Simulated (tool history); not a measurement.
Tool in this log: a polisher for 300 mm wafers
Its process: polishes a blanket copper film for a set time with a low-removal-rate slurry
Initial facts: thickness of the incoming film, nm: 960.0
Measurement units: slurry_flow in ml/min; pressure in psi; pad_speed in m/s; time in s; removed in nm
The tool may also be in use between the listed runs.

Run 1, hour 0: slurry_flow 270 ml/min, pressure 2.9 psi, pad_speed 1.38 m/s, slurry_solids 1, time 27 s. Result: removed 126.17 nm.
Run 2, hour 1.7: slurry_flow 270 ml/min, pressure 2.9 psi, pad_speed 1.38 m/s, slurry_solids 1, time 27 s. Result: removed 126.69 nm.
Run 3, hour 6.9: slurry_flow 265 ml/min, pressure 2.6 psi, pad_speed 1.38 m/s, slurry_solids 1, time 27 s. Result: removed 113.67 nm.
Run 4, hour 13.3: slurry_flow 265 ml/min, pressure 2.6 psi, pad_speed 1.38 m/s, slurry_solids 1.2, time 27 s. Result: removed 120.04 nm.
Run 5, hour 15.6: slurry_flow 265 ml/min, pressure 2.4 psi, pad_speed 1.38 m/s, slurry_solids 1.2, time 27 s. Result: removed 111.18 nm.
Run 6, hour 22.7: slurry_flow 265 ml/min, pressure 2.2 psi, pad_speed 1.38 m/s, slurry_solids 1.2, time 27 s. Result: removed 103.51 nm.
Run 7, hour 31.2: slurry_flow 265 ml/min, pressure 2.1 psi, pad_speed 1.38 m/s, slurry_solids 1.2, time 27 s. Result: removed 99.793 nm.
Run 8, hour 37.7: slurry_flow 265 ml/min, pressure 2 psi, pad_speed 1.38 m/s, slurry_solids 1.2, time 27 s. Result: removed 95.937 nm.

The next listed run, before its measurement:
Run 9, hour 46.3: slurry_flow 265 ml/min, pressure 1.9 psi, pad_speed 1.38 m/s, slurry_solids 1.2, time 27 s. Result: removed ?.

{"run 9": {"removed": 90.54}}
